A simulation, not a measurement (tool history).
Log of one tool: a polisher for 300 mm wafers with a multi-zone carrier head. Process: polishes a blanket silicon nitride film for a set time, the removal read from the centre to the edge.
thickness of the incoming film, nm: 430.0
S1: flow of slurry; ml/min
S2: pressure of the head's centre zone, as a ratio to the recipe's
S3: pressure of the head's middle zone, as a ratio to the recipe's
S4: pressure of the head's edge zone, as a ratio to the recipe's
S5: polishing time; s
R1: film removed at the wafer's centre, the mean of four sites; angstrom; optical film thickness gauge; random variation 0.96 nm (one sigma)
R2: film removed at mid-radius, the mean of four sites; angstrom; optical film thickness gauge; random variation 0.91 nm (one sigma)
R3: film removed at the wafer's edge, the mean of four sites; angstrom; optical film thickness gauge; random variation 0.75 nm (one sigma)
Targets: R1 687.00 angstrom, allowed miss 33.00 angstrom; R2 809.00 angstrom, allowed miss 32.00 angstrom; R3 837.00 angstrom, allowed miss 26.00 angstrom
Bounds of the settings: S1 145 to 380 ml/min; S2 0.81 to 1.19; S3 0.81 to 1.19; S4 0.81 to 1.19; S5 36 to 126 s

Run 1, hour 0.0: S1 245 ml/min, S2 1.00, S3 1.00, S4 1.00, S5 81 s. Result: R1 1271.90 angstrom, R2 1273.30 angstrom, R3 1302.90 angstrom.
Run 2, hour 5.8: S1 285 ml/min, S2 1.00, S3 1.00, S4 1.00, S5 81 s. Result: R1 1312.40 angstrom, R2 1299.90 angstrom, R3 1310.60 angstrom.
Run 3, hour 8.0: S1 335 ml/min, S2 1.00, S3 1.00, S4 1.00, S5 81 s. Result: R1 1307.60 angstrom, R2 1327.90 angstrom, R3 1303.00 angstrom.
Run 4, hour 11.0: S1 335 ml/min, S2 0.97, S3 0.99, S4 1.00, S5 76 s. Result: R1 1181.80 angstrom, R2 1223.60 angstrom, R3 1242.50 angstrom.
Run 5, hour 15.4: S1 335 ml/min, S2 0.97, S3 0.99, S4 1.00, S5 86 s. Result: R1 1319.00 angstrom, R2 1387.00 angstrom, R3 1384.60 angstrom.
Run 6, hour 21.2: S1 335 ml/min, S2 0.93, S3 0.99, S4 1.00, S5 86 s. Result: R1 1263.60 angstrom, R2 1389.60 angstrom, R3 1380.40 angstrom.
Run 7, hour 22.6: S1 265 ml/min, S2 0.83, S3 0.90, S4 0.93, S5 64 s. Result: R1 871.70 angstrom, R2 923.83 angstrom, R3 963.95 angstrom.
Run 8, hour 30.8: S1 265 ml/min, S2 0.83, S3 0.91, S4 0.95, S5 61 s. Result: R1 803.99 angstrom, R2 894.64 angstrom, R3 952.05 angstrom.
Run 9, hour 33.0: S1 265 ml/min, S2 0.83, S3 0.91, S4 0.95, S5 60 s. Result: R1 785.66 angstrom, R2 876.55 angstrom, R3 934.12 angstrom.
Run 10, hour 33.9: S1 265 ml/min, S2 0.83, S3 0.91, S4 0.95, S5 59 s. Result: R1 779.04 angstrom, R2 869.46 angstrom, R3 919.04 angstrom.
Run 11, hour 38.9: S1 210 ml/min, S2 0.81, S3 0.94, S4 0.95, S5 52 s. Result: R1 640.85 angstrom, R2 769.38 angstrom, R3 794.36 angstrom.
Run 12, hour 44.2: S1 215 ml/min, S2 0.81, S3 0.94, S4 0.95, S5 52 s. Result: R1 643.84 angstrom, R2 779.26 angstrom, R3 786.94 angstrom.

4 next moves are on the table. One of them brings every result within its allowed miss. Which?
Run A, hour 49.5: S1 190 ml/min, S2 0.88, S3 0.95, S4 0.92, S5 52 s. Result: R1 ?, R2 ?, R3 ?.
Run B, hour 49.5: S1 230 ml/min, S2 0.81, S3 1.13, S4 0.98, S5 46 s. Result: R1 ?, R2 ?, R3 ?.
Run C, hour 49.5: S1 145 ml/min, S2 0.86, S3 1.04, S4 0.97, S5 50 s. Result: R1 ?, R2 ?, R3 ?.
Run D, hour 49.5: S1 265 ml/min, S2 0.81, S3 0.95, S4 0.97, S5 53 s. Result: R1 ?, R2 ?, R3 ?.

move      R1      R2      R3
   A  691.70  745.12  761.29
   B  584.64  787.47  707.92
   C  610.30  730.33  719.11
   D  686.63  797.65  825.03
A: further off than the last run
B: further off than the last run
C: further off than the last run
D: meets every target
The right move is D.

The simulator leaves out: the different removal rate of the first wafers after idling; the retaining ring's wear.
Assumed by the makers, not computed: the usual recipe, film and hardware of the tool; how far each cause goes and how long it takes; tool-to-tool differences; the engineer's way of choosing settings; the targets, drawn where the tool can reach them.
